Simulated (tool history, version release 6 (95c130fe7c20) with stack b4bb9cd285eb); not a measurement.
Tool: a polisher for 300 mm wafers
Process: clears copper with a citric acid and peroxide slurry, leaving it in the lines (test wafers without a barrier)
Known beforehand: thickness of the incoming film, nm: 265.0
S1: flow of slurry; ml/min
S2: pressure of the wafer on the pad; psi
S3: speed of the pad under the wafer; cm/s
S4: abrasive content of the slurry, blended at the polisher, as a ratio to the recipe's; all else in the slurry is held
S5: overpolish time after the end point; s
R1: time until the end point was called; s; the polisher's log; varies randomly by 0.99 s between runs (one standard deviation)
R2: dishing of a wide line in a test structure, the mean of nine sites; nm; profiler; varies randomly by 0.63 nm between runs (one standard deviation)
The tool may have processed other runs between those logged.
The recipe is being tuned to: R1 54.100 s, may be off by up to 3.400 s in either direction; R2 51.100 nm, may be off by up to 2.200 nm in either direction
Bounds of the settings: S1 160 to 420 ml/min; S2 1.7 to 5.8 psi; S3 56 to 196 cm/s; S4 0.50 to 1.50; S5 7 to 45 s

Run 1, day 0.000: S1 270 ml/min, S2 3.7 psi, S3 126 cm/s, S4 1.00, S5 23 s. Result: R1 83.272 s, R2 53.798 nm.
Run 2, day 0.050: S1 270 ml/min, S2 4.0 psi, S3 128 cm/s, S4 1.00, S5 21 s. Result: R1 76.172 s, R2 54.118 nm.
Run 3, day 0.121: S1 295 ml/min, S2 4.0 psi, S3 128 cm/s, S4 1.00, S5 21 s. Result: R1 75.331 s, R2 53.621 nm.
Run 4, day 0.271: S1 295 ml/min, S2 3.4 psi, S3 128 cm/s, S4 1.00, S5 21 s. Result: R1 88.422 s, R2 47.795 nm.
Run 5, day 0.442: S1 295 ml/min, S2 3.4 psi, S3 114 cm/s, S4 1.00, S5 21 s. Result: R1 97.742 s, R2 44.043 nm.
Run 6, day 0.483: S1 295 ml/min, S2 3.9 psi, S3 116 cm/s, S4 1.00, S5 19 s. Result: R1 83.808 s, R2 44.531 nm.
Run 7, day 0.629: S1 295 ml/min, S2 4.2 psi, S3 116 cm/s, S4 1.00, S5 18 s. Result: R1 80.781 s, R2 46.160 nm.
Run 8, day 0.671: S1 295 ml/min, S2 4.5 psi, S3 118 cm/s, S4 1.00, S5 17 s. Result: R1 72.098 s, R2 45.729 nm.
Run 9, day 0.779: S1 295 ml/min, S2 4.7 psi, S3 118 cm/s, S4 1.00, S5 17 s. Result: R1 69.398 s, R2 50.082 nm.
Run 10, day 0.958: S1 295 ml/min, S2 4.9 psi, S3 118 cm/s, S4 1.00, S5 16 s. Result: R1 67.685 s, R2 47.040 nm.

Next run, 4 choices. One meets every target within its allowed miss, the rest don't. Which?
Run A, day 1.138: S1 300 ml/min, S2 5.6 psi, S3 110 cm/s, S4 1.15, S5 18 s. Result: R1 ?, R2 ?.
Run B, day 1.138: S1 385 ml/min, S2 5.0 psi, S3 134 cm/s, S4 1.25, S5 14 s. Result: R1 ?, R2 ?.
Run C, day 1.138: S1 325 ml/min, S2 5.8 psi, S3 140 cm/s, S4 1.10, S5 13 s. Result: R1 ?, R2 ?.
Run D, day 1.138: S1 370 ml/min, S2 5.8 psi, S3 140 cm/s, S4 1.15, S5 13 s. Result: R1 ?, R2 ?.

move      R1      R2
   A  62.511  58.047
   B  55.457  51.660
   C  48.003  55.158
   D  47.044  56.114
A: gains on the last run, yet a result remains outside its allowed miss
B: in spec on every target
C: the result that was furthest off in the last run now lies on the other side of its target
D: the result that was furthest off in the last run now lies on the other side of its target
Correct choice: B, which meets every target
